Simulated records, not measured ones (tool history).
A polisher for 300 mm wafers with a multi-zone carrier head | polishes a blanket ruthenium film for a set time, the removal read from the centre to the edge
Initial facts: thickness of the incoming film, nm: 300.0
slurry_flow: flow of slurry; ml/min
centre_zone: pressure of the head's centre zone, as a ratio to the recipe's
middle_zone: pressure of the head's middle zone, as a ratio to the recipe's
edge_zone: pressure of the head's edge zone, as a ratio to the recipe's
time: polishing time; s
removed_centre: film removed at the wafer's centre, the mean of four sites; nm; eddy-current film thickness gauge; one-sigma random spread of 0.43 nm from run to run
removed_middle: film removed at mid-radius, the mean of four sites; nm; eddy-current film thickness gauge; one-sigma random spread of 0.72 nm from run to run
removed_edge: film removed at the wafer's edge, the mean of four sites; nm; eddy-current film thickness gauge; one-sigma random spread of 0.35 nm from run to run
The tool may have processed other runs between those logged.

run 1 hour=0.0 | slurry_flow=165 centre_zone=1.00 middle_zone=1.00 edge_zone=1.00 time=39 | removed_centre=41.278 removed_middle=41.366 removed_edge=41.747
run 2 hour=6.4 | slurry_flow=165 centre_zone=1.00 middle_zone=1.00 edge_zone=1.07 time=39 | removed_centre=41.979 removed_middle=40.919 removed_edge=43.434
run 3 hour=10.5 | slurry_flow=165 centre_zone=1.00 middle_zone=1.07 edge_zone=1.07 time=39 | removed_centre=41.338 removed_middle=42.219 removed_edge=42.802
run 4 hour=16.3 | slurry_flow=185 centre_zone=0.97 middle_zone=1.11 edge_zone=1.05 time=42 | removed_centre=44.081 removed_middle=47.667 removed_edge=46.849
run 5 hour=22.5 | slurry_flow=185 centre_zone=0.97 middle_zone=1.11 edge_zone=1.10 time=42 | removed_centre=44.246 removed_middle=49.164 removed_edge=48.402
run 6 hour=29.3 | slurry_flow=210 centre_zone=0.96 middle_zone=1.14 edge_zone=1.07 time=44 | removed_centre=46.637 removed_middle=53.651 removed_edge=50.173
run 7 hour=37.6 | slurry_flow=225 centre_zone=0.96 middle_zone=1.16 edge_zone=1.08 time=45 | removed_centre=48.318 removed_middle=56.585 removed_edge=51.578
run 8 hour=43.7 | slurry_flow=235 centre_zone=0.96 middle_zone=1.17 edge_zone=1.09 time=46 | removed_centre=50.470 removed_middle=58.862 removed_edge=53.492

What does the tool deliver on the next run?
run 9 hour=48.4 | slurry_flow=240 centre_zone=0.95 middle_zone=1.18 edge_zone=1.09 time=47 | removed_centre=? removed_middle=? removed_edge=?

Run 9 produced removed_centre 51.170 nm, removed_middle 60.500 nm, removed_edge 55.233 nm.

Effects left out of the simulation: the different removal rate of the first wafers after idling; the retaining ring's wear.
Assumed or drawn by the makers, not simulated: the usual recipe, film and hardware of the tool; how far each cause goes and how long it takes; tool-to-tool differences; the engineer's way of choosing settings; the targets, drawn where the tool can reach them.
